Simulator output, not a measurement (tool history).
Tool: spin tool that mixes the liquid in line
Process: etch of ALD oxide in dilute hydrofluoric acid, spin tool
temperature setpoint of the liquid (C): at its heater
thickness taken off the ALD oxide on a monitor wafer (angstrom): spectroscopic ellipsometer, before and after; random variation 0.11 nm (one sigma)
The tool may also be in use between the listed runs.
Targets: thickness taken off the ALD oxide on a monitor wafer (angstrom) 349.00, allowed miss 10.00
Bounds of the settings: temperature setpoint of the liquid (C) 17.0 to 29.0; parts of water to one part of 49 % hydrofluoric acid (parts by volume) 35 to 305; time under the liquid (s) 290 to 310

run	hour	temperature setpoint of the liquid (C)	parts of water to one part of 49 % hydrofluoric acid (parts by volume)	time under the liquid (s)	thickness taken off the ALD oxide on a monitor wafer (angstrom)
1	0.0	21.0	170	290	184.47
2	3.6	22.5	160	290	209.75
3	6.6	23.5	150	290	235.17
4	14.2	24.5	145	290	254.03
5	20.4	25.5	140	290	274.88
6	25.9	25.5	180	290	203.49
7	31.6	26.0	170	290	222.80
8	39.6	29.0	110	290	417.07
9	42.2	28.5	110	290	406.26
10	47.7	28.0	110	290	395.52
11	56.5	27.5	110	290	387.94

4 next moves are on the table. One of them brings every result within its allowed miss. Which?
A	65.3	26.0	120	300	?
B	65.3	27.0	100	310	?
C	65.3	26.0	100	290	?
D	65.3	29.0	130	310	?

move	thickness taken off the ALD oxide on a monitor wafer (angstrom)
A	347.44
B	459.34
C	413.38
D	366.26
A: meets every target
B: further off than the last run
C: further off than the last run
D: nearer than the last run, and not there yet
Answer: A
